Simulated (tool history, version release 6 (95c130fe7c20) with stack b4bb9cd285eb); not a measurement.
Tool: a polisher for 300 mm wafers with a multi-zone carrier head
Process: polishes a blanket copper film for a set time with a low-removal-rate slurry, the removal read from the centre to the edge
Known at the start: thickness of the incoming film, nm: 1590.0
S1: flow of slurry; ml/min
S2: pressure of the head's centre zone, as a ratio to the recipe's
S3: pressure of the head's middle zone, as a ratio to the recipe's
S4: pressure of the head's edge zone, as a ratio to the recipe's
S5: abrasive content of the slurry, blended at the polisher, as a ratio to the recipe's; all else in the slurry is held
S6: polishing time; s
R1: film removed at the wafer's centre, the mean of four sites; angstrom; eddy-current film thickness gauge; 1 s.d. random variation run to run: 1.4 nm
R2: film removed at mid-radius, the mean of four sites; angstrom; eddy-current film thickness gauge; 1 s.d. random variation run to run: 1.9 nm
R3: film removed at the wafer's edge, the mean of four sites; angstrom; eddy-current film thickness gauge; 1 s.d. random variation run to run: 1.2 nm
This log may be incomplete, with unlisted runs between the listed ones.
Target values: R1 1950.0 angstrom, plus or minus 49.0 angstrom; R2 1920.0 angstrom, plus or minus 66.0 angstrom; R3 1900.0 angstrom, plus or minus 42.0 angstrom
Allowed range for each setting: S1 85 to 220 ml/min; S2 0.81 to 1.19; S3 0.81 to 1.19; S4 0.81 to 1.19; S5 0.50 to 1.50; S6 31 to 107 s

run 1 hour=0.0 | S1=140 S2=1.00 S3=1.00 S4=1.00 S5=1.00 S6=69 | R1=2143.9 R2=2157.2 R3=2110.5
run 2 hour=7.8 | S1=110 S2=1.00 S3=1.00 S4=1.00 S5=1.00 S6=69 | R1=1981.5 R2=2060.0 R3=1983.0
run 3 hour=12.9 | S1=110 S2=1.00 S3=1.00 S4=1.00 S5=1.10 S6=69 | R1=2001.6 R2=2089.9 R3=2041.2
run 4 hour=14.6 | S1=85 S2=1.00 S3=1.00 S4=1.00 S5=1.10 S6=69 | R1=1824.1 R2=1889.5 R3=1920.0
run 5 hour=20.5 | S1=85 S2=1.01 S3=1.00 S4=0.99 S5=1.10 S6=69 | R1=1869.2 R2=1927.7 R3=1911.5
run 6 hour=29.4 | S1=85 S2=1.01 S3=1.00 S4=0.99 S5=1.00 S6=69 | R1=1797.5 R2=1866.4 R3=1872.0
run 7 hour=36.0 | S1=120 S2=1.05 S3=0.99 S4=0.96 S5=1.00 S6=69 | R1=2136.0 R2=2068.2 R3=2009.4
run 8 hour=43.8 | S1=115 S2=1.05 S3=0.99 S4=0.96 S5=1.00 S6=69 | R1=2134.3 R2=2023.3 R3=1983.8
run 9 hour=47.2 | S1=110 S2=1.05 S3=0.99 S4=0.96 S5=1.00 S6=69 | R1=2101.2 R2=2071.4 R3=1971.9
run 10 hour=53.0 | S1=105 S2=1.05 S3=0.99 S4=0.96 S5=1.00 S6=69 | R1=2049.2 R2=1959.7 R3=1946.0

Consider the 4 candidate settings below. Which is the only one whose results all fall within their allowed miss of target?
run A hour=58.8 | S1=100 S2=1.01 S3=0.96 S4=0.91 S5=1.25 S6=67 | R1=? R2=? R3=?
run B hour=58.8 | S1=95 S2=1.01 S3=0.96 S4=1.05 S5=0.85 S6=72 | R1=? R2=? R3=?
run C hour=58.8 | S1=115 S2=1.00 S3=1.13 S4=0.95 S5=0.95 S6=62 | R1=? R2=? R3=?
run D hour=58.8 | S1=110 S2=0.99 S3=1.01 S4=1.04 S5=0.90 S6=69 | R1=? R2=? R3=?

move=A R1=1952.7 R2=1926.1 R3=1908.3
move=B R1=1936.3 R2=1914.8 R3=2043.7
move=C R1=1801.4 R2=2046.0 R3=1772.1
move=D R1=1938.2 R2=2026.0 R3=2028.7
A: each result inside its tolerance
B: brings the last run's worst result on target, with another outside its allowed miss
C: carries the result that was furthest off beyond its target, to the other side
D: brings the last run's worst result on target, with another outside its allowed miss
Answer: A
